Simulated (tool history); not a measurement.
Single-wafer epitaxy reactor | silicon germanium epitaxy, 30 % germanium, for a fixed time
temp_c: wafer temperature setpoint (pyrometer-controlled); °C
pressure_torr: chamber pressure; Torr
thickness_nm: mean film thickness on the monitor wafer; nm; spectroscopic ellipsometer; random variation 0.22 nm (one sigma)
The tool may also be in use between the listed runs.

run 1 day=0.000 | temp_c=620 pressure_torr=23.1 | thickness_nm=80.220
run 2 day=0.138 | temp_c=620 pressure_torr=21.2 | thickness_nm=77.706
run 3 day=0.262 | temp_c=612 pressure_torr=21.2 | thickness_nm=67.855
run 4 day=0.488 | temp_c=617 pressure_torr=21.3 | thickness_nm=74.230
run 5 day=0.621 | temp_c=612 pressure_torr=21.3 | thickness_nm=68.049
run 6 day=0.775 | temp_c=617 pressure_torr=21.4 | thickness_nm=74.452
run 7 day=1.079 | temp_c=620 pressure_torr=21.5 | thickness_nm=78.236

Forecast run 8:
run 8 day=1.154 | temp_c=629 pressure_torr=21.7 | thickness_nm=?

Run 8 gave thickness_nm 91.380 nm.

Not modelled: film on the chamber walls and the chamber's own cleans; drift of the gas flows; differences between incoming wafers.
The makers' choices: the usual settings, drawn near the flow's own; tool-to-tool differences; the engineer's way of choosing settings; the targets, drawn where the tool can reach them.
